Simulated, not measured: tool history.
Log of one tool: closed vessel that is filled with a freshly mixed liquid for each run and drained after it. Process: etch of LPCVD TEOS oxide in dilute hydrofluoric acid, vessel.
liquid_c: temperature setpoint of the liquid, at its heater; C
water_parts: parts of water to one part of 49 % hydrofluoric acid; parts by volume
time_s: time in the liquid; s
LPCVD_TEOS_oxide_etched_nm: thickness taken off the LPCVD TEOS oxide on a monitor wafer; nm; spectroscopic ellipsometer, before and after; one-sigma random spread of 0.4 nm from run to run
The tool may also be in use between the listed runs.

Run 1, hour 0: liquid_c 26 C, water_parts 155 parts by volume, time_s 200 s. Result: LPCVD_TEOS_oxide_etched_nm 32.338 nm.
Run 2, hour 4.5: liquid_c 27 C, water_parts 150 parts by volume, time_s 200 s. Result: LPCVD_TEOS_oxide_etched_nm 35.238 nm.
Run 3, hour 9: liquid_c 27 C, water_parts 150 parts by volume, time_s 200 s. Result: LPCVD_TEOS_oxide_etched_nm 34.592 nm.
Run 4, hour 17.8: liquid_c 27 C, water_parts 150 parts by volume, time_s 220 s. Result: LPCVD_TEOS_oxide_etched_nm 38.071 nm.
Run 5, hour 25.3: liquid_c 27 C, water_parts 205 parts by volume, time_s 220 s. Result: LPCVD_TEOS_oxide_etched_nm 25.855 nm.
Run 6, hour 27.4: liquid_c 28 C, water_parts 195 parts by volume, time_s 220 s. Result: LPCVD_TEOS_oxide_etched_nm 29.247 nm.
Run 7, hour 30.5: liquid_c 29 C, water_parts 185 parts by volume, time_s 220 s. Result: LPCVD_TEOS_oxide_etched_nm 32.024 nm.

Run 8 is up next; what results do you expect?
Run 8, hour 31.7: liquid_c 33 C, water_parts 120 parts by volume, time_s 220 s. Result: LPCVD_TEOS_oxide_etched_nm ?.

{"run 8": {"LPCVD_TEOS_oxide_etched_nm": 61.869}}
